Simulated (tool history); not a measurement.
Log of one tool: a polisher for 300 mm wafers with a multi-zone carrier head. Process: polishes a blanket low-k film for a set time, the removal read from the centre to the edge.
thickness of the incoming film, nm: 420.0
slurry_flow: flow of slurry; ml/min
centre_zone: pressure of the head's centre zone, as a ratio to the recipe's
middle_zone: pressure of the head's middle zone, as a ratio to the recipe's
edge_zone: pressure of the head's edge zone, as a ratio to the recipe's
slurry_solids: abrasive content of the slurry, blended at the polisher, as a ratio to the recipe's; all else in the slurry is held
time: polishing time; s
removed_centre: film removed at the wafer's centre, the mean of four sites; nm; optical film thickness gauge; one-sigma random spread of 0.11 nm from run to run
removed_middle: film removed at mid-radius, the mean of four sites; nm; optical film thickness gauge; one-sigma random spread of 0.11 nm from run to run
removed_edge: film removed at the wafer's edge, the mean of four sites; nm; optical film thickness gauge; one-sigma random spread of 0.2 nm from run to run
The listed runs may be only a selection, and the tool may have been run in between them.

Run 1, day 0: slurry_flow 285 ml/min, centre_zone 1, middle_zone 1, edge_zone 1, slurry_solids 1, time 56 s. Result: removed_centre 21.109 nm, removed_middle 21.549 nm, removed_edge 21.723 nm.
Run 2, day 0.371: slurry_flow 285 ml/min, centre_zone 1, middle_zone 0.94, edge_zone 1, slurry_solids 1, time 56 s. Result: removed_centre 20.936 nm, removed_middle 20.328 nm, removed_edge 21.524 nm.
Run 3, day 0.588: slurry_flow 285 ml/min, centre_zone 1, middle_zone 0.94, edge_zone 1, slurry_solids 0.85, time 56 s. Result: removed_centre 19.317 nm, removed_middle 18.9 nm, removed_edge 19.97 nm.
Run 4, day 0.758: slurry_flow 285 ml/min, centre_zone 0.94, middle_zone 0.94, edge_zone 1, slurry_solids 0.85, time 56 s. Result: removed_centre 18.258 nm, removed_middle 18.927 nm, removed_edge 20.551 nm.
Run 5, day 0.892: slurry_flow 335 ml/min, centre_zone 0.94, middle_zone 0.94, edge_zone 1, slurry_solids 0.85, time 56 s. Result: removed_centre 18.792 nm, removed_middle 19.209 nm, removed_edge 20.575 nm.
Run 6, day 0.917: slurry_flow 340 ml/min, centre_zone 0.93, middle_zone 0.98, edge_zone 0.97, slurry_solids 0.8, time 54 s. Result: removed_centre 17.298 nm, removed_middle 18.631 nm, removed_edge 18.771 nm.
Run 7, day 1.192: slurry_flow 325 ml/min, centre_zone 0.84, middle_zone 1.08, edge_zone 0.87, slurry_solids 0.55, time 51 s. Result: removed_centre 12.083 nm, removed_middle 15.784 nm, removed_edge 13.335 nm.
At day 1.562: worn pad replaced by a new one.
Run 8, day 1.562: slurry_flow 330 ml/min, centre_zone 0.84, middle_zone 1.08, edge_zone 0.87, slurry_solids 0.55, time 51 s. Result: removed_centre 13.262 nm, removed_middle 17.219 nm, removed_edge 14.867 nm.

What will run 9 give?
Run 9, day 1.862: slurry_flow 320 ml/min, centre_zone 0.84, middle_zone 1.08, edge_zone 0.86, slurry_solids 0.55, time 51 s. Result: removed_centre ?, removed_middle ?, removed_edge ?.

Run 9 measured removed_centre 13.245 nm, removed_middle 17.277 nm, removed_edge 14.734 nm.
